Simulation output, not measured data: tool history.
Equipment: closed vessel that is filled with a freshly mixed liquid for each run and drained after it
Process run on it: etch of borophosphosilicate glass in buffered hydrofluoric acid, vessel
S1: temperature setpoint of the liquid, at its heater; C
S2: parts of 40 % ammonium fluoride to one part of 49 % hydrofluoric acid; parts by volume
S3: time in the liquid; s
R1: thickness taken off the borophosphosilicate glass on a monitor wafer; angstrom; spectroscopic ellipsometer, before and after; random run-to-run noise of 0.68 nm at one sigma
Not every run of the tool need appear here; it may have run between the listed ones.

run    day    S1    S2  S3       R1
  1  0.000  24.0  20.5  90   933.12
  2  0.217  24.0  20.5  95   977.31
  3  0.462  24.0  20.5  90   919.68
  4  0.804  24.0  20.5  90   928.35
  5  0.900  24.0  25.5  90   801.06
  6  1.262  26.5  25.0  90   924.01
  7  1.433  28.5  25.0  90  1035.40
  8  1.712  29.5  25.0  90  1080.10

Predict the results of run 9:
  9  1.854  30.5  25.0  90   ?

{"run 9": {"R1": 1158.3}}
